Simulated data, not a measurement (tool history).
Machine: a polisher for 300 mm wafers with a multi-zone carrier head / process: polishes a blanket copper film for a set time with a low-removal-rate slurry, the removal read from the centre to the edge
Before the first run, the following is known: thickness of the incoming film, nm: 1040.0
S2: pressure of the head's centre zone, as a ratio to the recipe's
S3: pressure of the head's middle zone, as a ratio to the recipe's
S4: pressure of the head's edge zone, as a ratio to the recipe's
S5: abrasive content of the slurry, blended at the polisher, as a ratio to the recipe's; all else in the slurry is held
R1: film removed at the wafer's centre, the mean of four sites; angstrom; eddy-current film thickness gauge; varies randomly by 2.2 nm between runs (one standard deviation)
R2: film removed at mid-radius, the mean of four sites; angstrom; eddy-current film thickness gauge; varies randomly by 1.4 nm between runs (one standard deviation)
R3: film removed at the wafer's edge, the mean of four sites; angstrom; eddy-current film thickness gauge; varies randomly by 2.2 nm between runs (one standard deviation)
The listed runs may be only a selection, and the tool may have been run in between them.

run 1 hour=0 | flow_of_slurry_(ml/min)=135 S2=1 S3=1 S4=1 S5=1 polishing_time_(s)=56 | R1=2550.4 R2=2526.8 R3=2465.3
run 2 hour=2.1 | flow_of_slurry_(ml/min)=130 S2=1 S3=0.99 S4=0.99 S5=1 polishing_time_(s)=56 | R1=2532.4 R2=2453.2 R3=2411.8
run 3 hour=5.1 | flow_of_slurry_(ml/min)=130 S2=1 S3=0.99 S4=0.91 S5=1 polishing_time_(s)=56 | R1=2534.3 R2=2460.9 R3=2318
run 4 hour=6 | flow_of_slurry_(ml/min)=125 S2=1 S3=0.98 S4=0.92 S5=1 polishing_time_(s)=56 | R1=2458 R2=2416.7 R3=2348.6
run 5 hour=14.8 | flow_of_slurry_(ml/min)=120 S2=1.01 S3=0.97 S4=0.91 S5=1 polishing_time_(s)=56 | R1=2448 R2=2380.4 R3=2361
run 6 hour=18.8 | flow_of_slurry_(ml/min)=120 S2=1.01 S3=0.97 S4=0.94 S5=1 polishing_time_(s)=56 | R1=2513.5 R2=2400.6 R3=2374
run 7 hour=27.3 | flow_of_slurry_(ml/min)=115 S2=1.01 S3=0.96 S4=0.93 S5=1 polishing_time_(s)=56 | R1=2443.1 R2=2373.2 R3=2326.2
run 8 hour=31.5 | flow_of_slurry_(ml/min)=110 S2=1.02 S3=0.95 S4=0.93 S5=1 polishing_time_(s)=56 | R1=2411.3 R2=2309.3 R3=2261.6
run 9 hour=34.1 | flow_of_slurry_(ml/min)=110 S2=1.02 S3=0.94 S4=0.94 S5=1 polishing_time_(s)=56 | R1=2412.6 R2=2270.5 R3=2307.5
run 10 hour=37.3 | flow_of_slurry_(ml/min)=100 S2=1.03 S3=0.93 S4=0.94 S5=1 polishing_time_(s)=56 | R1=2365.9 R2=2211.5 R3=2263.3

For run 11, what comes out?
run 11 hour=42.6 | flow_of_slurry_(ml/min)=100 S2=1.03 S3=0.93 S4=0.94 S5=1 polishing_time_(s)=56 | R1=? R2=? R3=?

{"run 11": {"R1": 2425.8, "R2": 2183.9, "R3": 2254.7}}
